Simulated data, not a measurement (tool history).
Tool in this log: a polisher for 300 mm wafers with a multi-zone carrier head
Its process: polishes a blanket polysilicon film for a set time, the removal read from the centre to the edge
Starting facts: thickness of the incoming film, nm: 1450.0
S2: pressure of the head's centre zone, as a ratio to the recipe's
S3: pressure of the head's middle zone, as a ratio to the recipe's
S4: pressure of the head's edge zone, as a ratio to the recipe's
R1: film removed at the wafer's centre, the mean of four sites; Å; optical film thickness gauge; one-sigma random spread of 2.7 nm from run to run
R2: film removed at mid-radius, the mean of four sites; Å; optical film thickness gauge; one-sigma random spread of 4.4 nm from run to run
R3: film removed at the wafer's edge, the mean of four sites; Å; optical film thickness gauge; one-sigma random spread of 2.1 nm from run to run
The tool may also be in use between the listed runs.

Run 1, hour 0: flow of slurry (ml/min) 120, S2 1, S3 1, S4 1, polishing time (s) 49. Result: R1 4761 Å, R2 4817.9 Å, R3 4830.4 Å.
Run 2, hour 6.2: flow of slurry (ml/min) 120, S2 1.07, S3 1, S4 1, polishing time (s) 49. Result: R1 5162.8 Å, R2 4796.1 Å, R3 4894.1 Å.
Run 3, hour 8: flow of slurry (ml/min) 130, S2 1.07, S3 1, S4 1, polishing time (s) 49. Result: R1 5179.4 Å, R2 4850.2 Å, R3 4846.6 Å.
Run 4, hour 10.2: flow of slurry (ml/min) 130, S2 1.07, S3 1, S4 1, polishing time (s) 40. Result: R1 4272.2 Å, R2 3977.2 Å, R3 3997.5 Å.
Run 5, hour 10.9: flow of slurry (ml/min) 130, S2 1.11, S3 1, S4 1, polishing time (s) 40. Result: R1 4423.7 Å, R2 3990.1 Å, R3 4009.4 Å.
Run 6, hour 17: flow of slurry (ml/min) 125, S2 1.07, S3 1, S4 0.98, polishing time (s) 39. Result: R1 4153.9 Å, R2 3953.1 Å, R3 3852 Å.
Run 7, hour 25.6: flow of slurry (ml/min) 120, S2 1.04, S3 0.98, S4 0.96, polishing time (s) 38. Result: R1 3906.1 Å, R2 3710.6 Å, R3 3681.6 Å.
Run 8, hour 33.9: flow of slurry (ml/min) 115, S2 1.01, S3 0.98, S4 0.94, polishing time (s) 38. Result: R1 3762.9 Å, R2 3670.8 Å, R3 3670.7 Å.
Run 9, hour 41.8: flow of slurry (ml/min) 85, S2 0.92, S3 1.07, S4 0.84, polishing time (s) 33. Result: R1 2776.5 Å, R2 3282.8 Å, R3 2864.5 Å.
Run 10, hour 45.6: flow of slurry (ml/min) 90, S2 0.92, S3 1.06, S4 0.85, polishing time (s) 33. Result: R1 2765.8 Å, R2 3209.5 Å, R3 2944.5 Å.
Run 11, hour 49: flow of slurry (ml/min) 95, S2 0.92, S3 1.06, S4 0.85, polishing time (s) 33. Result: R1 2826.5 Å, R2 3299.1 Å, R3 2949 Å.

What does the tool deliver on the next run?
Run 12, hour 55.7: flow of slurry (ml/min) 100, S2 0.92, S3 1.05, S4 0.86, polishing time (s) 33. Result: R1 ?, R2 ?, R3 ?.

R1: 2851.2 Å
R2: 3251.6 Å
R3: 2990.3 Å

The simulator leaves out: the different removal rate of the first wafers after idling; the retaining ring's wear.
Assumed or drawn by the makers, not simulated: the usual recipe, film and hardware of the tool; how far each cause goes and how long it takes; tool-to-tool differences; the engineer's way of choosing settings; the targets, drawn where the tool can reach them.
